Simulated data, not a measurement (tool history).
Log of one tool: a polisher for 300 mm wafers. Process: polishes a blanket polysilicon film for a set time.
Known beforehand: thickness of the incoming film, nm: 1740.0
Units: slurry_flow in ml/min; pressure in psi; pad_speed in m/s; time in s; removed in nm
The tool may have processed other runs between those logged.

run,hour,slurry_flow,pressure,pad_speed,time,removed
1,0.0,200,2.1,0.90,57,280.27
2,8.2,200,2.1,0.90,57,279.98
3,9.4,200,2.0,0.90,57,270.23
4,16.5,200,1.9,0.90,57,253.89
5,20.7,200,1.9,0.90,51,230.50
6,24.8,200,1.9,0.90,57,256.92
7,28.7,200,1.8,0.90,57,237.34
8,32.5,200,1.8,0.90,57,241.19

Estimate the outcome of run 9 from the log above:
9,40.0,200,1.7,0.90,57,?

Run 9 gave removed 230.62 nm.
